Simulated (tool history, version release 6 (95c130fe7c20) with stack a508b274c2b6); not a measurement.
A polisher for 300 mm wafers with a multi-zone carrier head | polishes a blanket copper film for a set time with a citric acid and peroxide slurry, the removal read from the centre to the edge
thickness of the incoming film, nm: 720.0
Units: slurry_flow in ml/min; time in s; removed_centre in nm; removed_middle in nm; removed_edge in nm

run	day	slurry_flow	centre_zone	middle_zone	edge_zone	slurry_solids	time	removed_centre	removed_middle	removed_edge
1	0	145	1	1	1	1	84	222.41	217.89	221.37
2	0.342	180	1	1	1	1	84	225.93	226.68	228.91
3	0.708	180	1	0.93	1	1	84	226.45	210.94	225.95
4	1.038	185	0.99	0.95	1.03	1.1	84	227.49	222.19	232.97
5	1.267	185	0.99	0.95	1.03	1.3	84	237.49	232.21	244.28
6	1.421	185	0.98	0.96	1.05	1.35	85	237.12	242.19	250.5
7	1.525	185	0.97	0.96	1.07	1.35	86	243.97	240.36	258.62

Forecast run 8:
8	1.792	190	0.95	0.98	1.09	1.35	86	?	?	?

Run 8 gave removed_centre 240.24 nm, removed_middle 245.75 nm, removed_edge 262.38 nm.
